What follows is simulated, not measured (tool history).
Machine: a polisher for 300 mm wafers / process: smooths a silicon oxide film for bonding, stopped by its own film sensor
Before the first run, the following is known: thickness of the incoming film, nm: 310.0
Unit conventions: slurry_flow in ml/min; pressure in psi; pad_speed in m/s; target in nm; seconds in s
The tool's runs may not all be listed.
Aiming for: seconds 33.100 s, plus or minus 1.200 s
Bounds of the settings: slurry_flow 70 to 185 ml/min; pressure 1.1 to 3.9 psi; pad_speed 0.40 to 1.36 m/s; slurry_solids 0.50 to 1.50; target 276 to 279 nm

{"run": 1, "hour": 0.0, "slurry_flow": 120, "pressure": 2.5, "pad_speed": 0.88, "slurry_solids": 1.0, "target": 276, "seconds": 39.17}
{"run": 2, "hour": 5.2, "slurry_flow": 120, "pressure": 2.5, "pad_speed": 0.88, "slurry_solids": 1.0, "target": 276, "seconds": 39.046}
{"run": 3, "hour": 7.9, "slurry_flow": 120, "pressure": 2.0, "pad_speed": 0.88, "slurry_solids": 1.0, "target": 276, "seconds": 48.595}
{"run": 4, "hour": 16.4, "slurry_flow": 120, "pressure": 2.0, "pad_speed": 0.8, "slurry_solids": 1.0, "target": 276, "seconds": 52.468}
{"run": 5, "hour": 18.9, "slurry_flow": 125, "pressure": 2.3, "pad_speed": 0.8, "slurry_solids": 1.0, "target": 276, "seconds": 46.094}
{"run": 6, "hour": 27.1, "slurry_flow": 125, "pressure": 2.3, "pad_speed": 0.8, "slurry_solids": 0.9, "target": 276, "seconds": 47.154}
{"run": 7, "hour": 35.3, "slurry_flow": 130, "pressure": 2.5, "pad_speed": 0.8, "slurry_solids": 0.9, "target": 276, "seconds": 43.236}
{"run": 8, "hour": 41.3, "slurry_flow": 135, "pressure": 2.7, "pad_speed": 0.8, "slurry_solids": 0.9, "target": 276, "seconds": 40.123}
{"run": 9, "hour": 49.0, "slurry_flow": 135, "pressure": 2.8, "pad_speed": 0.8, "slurry_solids": 0.9, "target": 276, "seconds": 38.813}

Which single option among these 4 for the next run brings every result within its allowed miss of target? Just one does.
{"run": "A", "hour": 56.7, "slurry_flow": 150, "pressure": 3.8, "pad_speed": 0.6, "slurry_solids": 0.8, "target": 276, "seconds": "?"}
{"run": "B", "hour": 56.7, "slurry_flow": 145, "pressure": 3.0, "pad_speed": 0.78, "slurry_solids": 0.9, "target": 276, "seconds": "?"}
{"run": "C", "hour": 56.7, "slurry_flow": 160, "pressure": 2.8, "pad_speed": 0.72, "slurry_solids": 1.1, "target": 277, "seconds": "?"}
{"run": "D", "hour": 56.7, "slurry_flow": 130, "pressure": 3.1, "pad_speed": 0.84, "slurry_solids": 0.85, "target": 277, "seconds": "?"}

move=A seconds=37.456
move=B seconds=36.892
move=C seconds=37.369
move=D seconds=34.108
A: better than the last run, though not everything is in spec
B: better than the last run, though not everything is in spec
C: better than the last run, though not everything is in spec
D: each result inside its tolerance
The move that meets every target is D.
